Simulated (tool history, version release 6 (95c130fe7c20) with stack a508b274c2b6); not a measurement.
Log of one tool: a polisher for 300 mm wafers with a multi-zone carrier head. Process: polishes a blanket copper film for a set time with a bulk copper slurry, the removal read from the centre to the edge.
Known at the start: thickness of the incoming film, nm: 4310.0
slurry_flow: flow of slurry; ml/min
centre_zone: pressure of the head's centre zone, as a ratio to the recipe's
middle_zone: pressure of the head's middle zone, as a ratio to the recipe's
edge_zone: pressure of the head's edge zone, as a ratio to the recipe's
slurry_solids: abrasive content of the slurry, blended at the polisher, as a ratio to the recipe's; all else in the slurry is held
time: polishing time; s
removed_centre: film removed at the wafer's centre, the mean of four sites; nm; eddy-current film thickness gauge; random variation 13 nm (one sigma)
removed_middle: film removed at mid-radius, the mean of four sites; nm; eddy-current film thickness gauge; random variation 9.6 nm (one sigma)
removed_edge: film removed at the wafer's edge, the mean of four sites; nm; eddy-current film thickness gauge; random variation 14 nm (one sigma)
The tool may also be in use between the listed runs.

run 1 day=0.000 | slurry_flow=150 centre_zone=1.00 middle_zone=1.00 edge_zone=1.00 slurry_solids=1.00 time=70 | removed_centre=948.81 removed_middle=937.04 removed_edge=931.12
run 2 day=0.075 | slurry_flow=150 centre_zone=1.00 middle_zone=1.00 edge_zone=1.00 slurry_solids=0.80 time=70 | removed_centre=902.43 removed_middle=882.77 removed_edge=887.20
run 3 day=0.133 | slurry_flow=160 centre_zone=1.03 middle_zone=1.02 edge_zone=1.03 slurry_solids=0.95 time=72 | removed_centre=1014.40 removed_middle=982.83 removed_edge=961.14
run 4 day=0.158 | slurry_flow=160 centre_zone=1.03 middle_zone=1.02 edge_zone=1.03 slurry_solids=1.15 time=72 | removed_centre=1074.80 removed_middle=1037.90 removed_edge=1036.50
run 5 day=0.200 | slurry_flow=160 centre_zone=1.03 middle_zone=1.02 edge_zone=1.03 slurry_solids=1.15 time=89 | removed_centre=1329.30 removed_middle=1277.50 removed_edge=1274.80
run 6 day=0.283 | slurry_flow=160 centre_zone=1.03 middle_zone=1.02 edge_zone=1.03 slurry_solids=0.95 time=89 | removed_centre=1245.90 removed_middle=1219.10 removed_edge=1197.00
run 7 day=0.383 | slurry_flow=170 centre_zone=1.05 middle_zone=1.04 edge_zone=1.05 slurry_solids=1.00 time=89 | removed_centre=1306.70 removed_middle=1274.30 removed_edge=1237.60
run 8 day=0.738 | slurry_flow=180 centre_zone=1.07 middle_zone=1.05 edge_zone=1.07 slurry_solids=1.05 time=89 | removed_centre=1367.00 removed_middle=1295.10 removed_edge=1284.40
run 9 day=1.012 | slurry_flow=185 centre_zone=1.09 middle_zone=1.07 edge_zone=1.08 slurry_solids=1.10 time=89 | removed_centre=1419.80 removed_middle=1364.00 removed_edge=1280.90
run 10 day=1.129 | slurry_flow=190 centre_zone=1.10 middle_zone=1.07 edge_zone=1.10 slurry_solids=1.15 time=89 | removed_centre=1450.50 removed_middle=1368.70 removed_edge=1331.30
run 11 day=1.317 | slurry_flow=195 centre_zone=1.11 middle_zone=1.08 edge_zone=1.11 slurry_solids=1.15 time=89 | removed_centre=1464.90 removed_middle=1393.70 removed_edge=1331.90
run 12 day=1.604 | slurry_flow=200 centre_zone=1.12 middle_zone=1.09 edge_zone=1.12 slurry_solids=1.15 time=89 | removed_centre=1501.30 removed_middle=1408.90 removed_edge=1336.80
run 13 day=1.812 | slurry_flow=205 centre_zone=1.13 middle_zone=1.09 edge_zone=1.13 slurry_solids=1.15 time=89 | removed_centre=1513.50 removed_middle=1400.70 removed_edge=1344.90
run 14 day=1.962 | slurry_flow=210 centre_zone=1.14 middle_zone=1.10 edge_zone=1.14 slurry_solids=1.15 time=89 | removed_centre=1536.10 removed_middle=1416.30 removed_edge=1378.00
run 15 day=2.079 | slurry_flow=215 centre_zone=1.15 middle_zone=1.11 edge_zone=1.14 slurry_solids=1.15 time=89 | removed_centre=1526.00 removed_middle=1451.60 removed_edge=1390.10
run 16 day=2.392 | slurry_flow=215 centre_zone=1.16 middle_zone=1.11 edge_zone=1.14 slurry_solids=1.15 time=89 | removed_centre=1552.20 removed_middle=1429.00 removed_edge=1373.10
run 17 day=2.454 | slurry_flow=215 centre_zone=1.16 middle_zone=1.12 edge_zone=1.14 slurry_solids=1.15 time=89 | removed_centre=1572.70 removed_middle=1457.00 removed_edge=1346.00
run 18 day=2.588 | slurry_flow=215 centre_zone=1.16 middle_zone=1.12 edge_zone=1.15 slurry_solids=1.15 time=89 | removed_centre=1587.60 removed_middle=1459.80 removed_edge=1378.30

Run 19 comes next. What will it give?
run 19 day=2.912 | slurry_flow=220 centre_zone=1.16 middle_zone=1.13 edge_zone=1.16 slurry_solids=1.15 time=89 | removed_centre=? removed_middle=? removed_edge=?

{"run 19": {"removed_centre": 1563.1, "removed_middle": 1469.1, "removed_edge": 1410.8}}

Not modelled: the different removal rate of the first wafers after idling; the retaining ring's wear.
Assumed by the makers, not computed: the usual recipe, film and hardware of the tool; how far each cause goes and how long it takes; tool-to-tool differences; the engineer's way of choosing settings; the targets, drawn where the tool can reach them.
